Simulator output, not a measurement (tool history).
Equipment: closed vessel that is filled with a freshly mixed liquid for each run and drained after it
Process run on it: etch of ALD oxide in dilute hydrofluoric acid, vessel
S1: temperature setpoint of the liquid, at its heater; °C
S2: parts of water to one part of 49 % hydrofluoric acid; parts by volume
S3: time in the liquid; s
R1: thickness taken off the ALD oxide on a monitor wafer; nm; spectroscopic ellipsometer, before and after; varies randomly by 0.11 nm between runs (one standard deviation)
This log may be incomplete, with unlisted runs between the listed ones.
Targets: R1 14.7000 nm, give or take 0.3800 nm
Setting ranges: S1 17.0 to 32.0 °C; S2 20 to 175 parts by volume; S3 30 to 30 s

| run | day | S1 | S2 | S3 | R1 |
|---|---|---|---|---|---|
| 1 | 0.000 | 24.0 | 95 | 30 | 8.1322 |
| 2 | 0.179 | 26.5 | 85 | 30 | 10.1080 |
| 3 | 0.388 | 25.0 | 85 | 30 | 9.6240 |
| 4 | 0.500 | 26.5 | 85 | 30 | 10.3650 |
| 5 | 0.625 | 26.5 | 85 | 30 | 10.2250 |
| 6 | 0.946 | 25.0 | 85 | 30 | 9.6749 |
| 7 | 1.054 | 27.0 | 80 | 30 | 11.2750 |
| 8 | 1.246 | 28.5 | 80 | 30 | 11.8380 |
| 9 | 1.633 | 29.5 | 80 | 30 | 12.2210 |
| 10 | 1.958 | 30.5 | 75 | 30 | 13.9820 |
| 11 | 2.196 | 31.0 | 75 | 30 | 13.8650 |
| 12 | 2.454 | 31.0 | 75 | 30 | 14.0040 |
| 13 | 2.779 | 31.5 | 75 | 30 | 14.1530 |

Which of these 4 next moves meets every target?
| A | 3.104 | 32.0 | 80 | 30 | ? |
| B | 3.104 | 31.0 | 75 | 30 | ? |
| C | 3.104 | 30.5 | 75 | 30 | ? |
| D | 3.104 | 32.0 | 75 | 30 | ? |

| move | R1 |
|---|---|
| A | 13.6710 |
| B | 14.1500 |
| C | 13.8830 |
| D | 14.6950 |
A: moves away from the targets compared with the last run
B: about as far from the targets as the last run
C: moves away from the targets compared with the last run
D: meets every target
D is the move that brings every result within its allowed miss.

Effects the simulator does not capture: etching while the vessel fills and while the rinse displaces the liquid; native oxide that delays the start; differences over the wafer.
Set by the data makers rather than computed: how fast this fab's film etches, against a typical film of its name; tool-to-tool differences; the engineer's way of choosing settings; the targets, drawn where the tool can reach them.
